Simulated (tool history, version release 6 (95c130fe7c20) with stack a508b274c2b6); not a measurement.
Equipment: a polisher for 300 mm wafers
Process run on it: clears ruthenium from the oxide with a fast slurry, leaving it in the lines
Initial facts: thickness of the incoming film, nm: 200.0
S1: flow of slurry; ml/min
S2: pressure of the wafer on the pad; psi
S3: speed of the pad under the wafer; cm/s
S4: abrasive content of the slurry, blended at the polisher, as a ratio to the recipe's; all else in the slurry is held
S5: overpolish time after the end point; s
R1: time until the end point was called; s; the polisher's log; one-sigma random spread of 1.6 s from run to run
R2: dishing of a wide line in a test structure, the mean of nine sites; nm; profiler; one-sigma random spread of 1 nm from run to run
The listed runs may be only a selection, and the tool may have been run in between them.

{"run": 1, "day": 0.0, "S1": 200, "S2": 2.1, "S3": 104, "S4": 1, "S5": 20, "R1": 79.905, "R2": 42.555}
{"run": 2, "day": 0.071, "S1": 200, "S2": 2.1, "S3": 104, "S4": 0.85, "S5": 20, "R1": 88.188, "R2": 38.906}
{"run": 3, "day": 0.438, "S1": 200, "S2": 2.1, "S3": 120, "S4": 0.85, "S5": 20, "R1": 73.892, "R2": 43.53}
{"run": 4, "day": 0.758, "S1": 200, "S2": 2.1, "S3": 120, "S4": 0.85, "S5": 17, "R1": 74.072, "R2": 38.993}
{"run": 5, "day": 0.808, "S1": 200, "S2": 1.9, "S3": 118, "S4": 0.85, "S5": 20, "R1": 82.377, "R2": 41.632}
{"run": 6, "day": 0.85, "S1": 200, "S2": 1.8, "S3": 118, "S4": 0.85, "S5": 22, "R1": 90.449, "R2": 40.285}

What will run 7 give?
{"run": 7, "day": 0.958, "S1": 200, "S2": 1.8, "S3": 118, "S4": 0.85, "S5": 24, "R1": "?", "R2": "?"}

R1: 90.003 s
R2: 46.872 nm
